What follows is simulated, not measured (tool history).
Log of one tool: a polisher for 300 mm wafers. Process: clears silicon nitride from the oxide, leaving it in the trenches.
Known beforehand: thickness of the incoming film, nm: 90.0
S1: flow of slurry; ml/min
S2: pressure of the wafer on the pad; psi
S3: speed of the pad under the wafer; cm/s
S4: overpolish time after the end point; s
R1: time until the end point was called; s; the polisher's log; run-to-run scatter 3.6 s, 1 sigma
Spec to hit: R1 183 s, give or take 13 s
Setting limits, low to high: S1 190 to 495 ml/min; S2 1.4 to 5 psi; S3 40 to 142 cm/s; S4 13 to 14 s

| run | hour | S1 | S2 | S3 | S4 | R1 |
|---|---|---|---|---|---|---|
| 1 | 0 | 320 | 3.2 | 90 | 13 | 96.801 |
| 2 | 7.2 | 320 | 3.2 | 68 | 13 | 126.46 |
| 3 | 15.3 | 320 | 3 | 68 | 13 | 131.24 |
| 4 | 17.3 | 320 | 2.8 | 66 | 13 | 143.58 |
| 5 | 18.1 | 320 | 2.3 | 66 | 13 | 165.31 |
| 6 | 25.2 | 320 | 2.3 | 78 | 13 | 142.37 |
| 7 | 28.4 | 320 | 2.2 | 78 | 13 | 153.23 |
| 8 | 34 | 320 | 2.1 | 78 | 13 | 149.87 |
| 9 | 35.2 | 320 | 2 | 78 | 13 | 157.93 |
| 10 | 42.9 | 320 | 1.9 | 78 | 13 | 165.25 |

Which single option among these 5 for the next run brings every result within its allowed miss of target? Just one does.
| A | 50.6 | 330 | 1.7 | 86 | 14 | ? |
| B | 50.6 | 335 | 1.6 | 76 | 14 | ? |
| C | 50.6 | 310 | 2.7 | 70 | 13 | ? |
| D | 50.6 | 315 | 2.1 | 82 | 14 | ? |
| E | 50.6 | 290 | 1.8 | 86 | 13 | ? |

| move | R1 |
|---|---|
| A | 159.2 |
| B | 183.57 |
| C | 141.9 |
| D | 146.22 |
| E | 155.47 |
A: lands further from the targets than the last run did
B: every result within its allowed miss
C: lands further from the targets than the last run did
D: lands further from the targets than the last run did
E: lands further from the targets than the last run did
So the answer is move B, the one that meets all the targets.
